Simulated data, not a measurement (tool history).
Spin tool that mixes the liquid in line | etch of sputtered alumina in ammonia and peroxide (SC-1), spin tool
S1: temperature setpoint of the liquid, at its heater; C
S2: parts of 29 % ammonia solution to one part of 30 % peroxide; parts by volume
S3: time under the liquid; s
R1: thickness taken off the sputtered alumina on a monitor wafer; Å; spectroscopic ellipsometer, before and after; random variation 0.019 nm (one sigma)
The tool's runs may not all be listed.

{"run": 1, "hour": 0.0, "S1": 58.0, "S2": 0.65, "S3": 15, "R1": 15.387}
{"run": 2, "hour": 2.2, "S1": 58.0, "S2": 0.65, "S3": 15, "R1": 15.301}
{"run": 3, "hour": 8.3, "S1": 58.0, "S2": 0.55, "S3": 15, "R1": 15.025}
{"run": 4, "hour": 13.6, "S1": 58.0, "S2": 0.4, "S3": 15, "R1": 14.862}
{"run": 5, "hour": 16.5, "S1": 58.0, "S2": 0.4, "S3": 15, "R1": 14.75}
{"run": 6, "hour": 22.7, "S1": 58.0, "S2": 0.4, "S3": 15, "R1": 14.656}
{"hour": 31.1, "done": "ammonia flow meter replaced"}
{"run": 7, "hour": 31.1, "S1": 59.5, "S2": 0.4, "S3": 15, "R1": 15.951}
{"run": 8, "hour": 35.8, "S1": 60.5, "S2": 0.4, "S3": 15, "R1": 16.778}
{"run": 9, "hour": 42.5, "S1": 61.5, "S2": 0.4, "S3": 15, "R1": 17.818}
{"run": 10, "hour": 51.2, "S1": 62.5, "S2": 0.4, "S3": 15, "R1": 18.697}
{"run": 11, "hour": 57.8, "S1": 63.0, "S2": 0.4, "S3": 15, "R1": 18.883}
{"run": 12, "hour": 65.3, "S1": 63.5, "S2": 0.4, "S3": 15, "R1": 19.702}
{"run": 13, "hour": 67.5, "S1": 64.0, "S2": 0.4, "S3": 15, "R1": 20.236}
{"run": 14, "hour": 72.8, "S1": 64.5, "S2": 0.4, "S3": 15, "R1": 20.582}
{"run": 15, "hour": 80.1, "S1": 65.0, "S2": 0.4, "S3": 15, "R1": 21.293}

The next listed run, before its measurement:
{"run": 16, "hour": 88.2, "S1": 65.5, "S2": 0.4, "S3": 15, "R1": "?"}

Run 16 gave R1 21.804 Å.

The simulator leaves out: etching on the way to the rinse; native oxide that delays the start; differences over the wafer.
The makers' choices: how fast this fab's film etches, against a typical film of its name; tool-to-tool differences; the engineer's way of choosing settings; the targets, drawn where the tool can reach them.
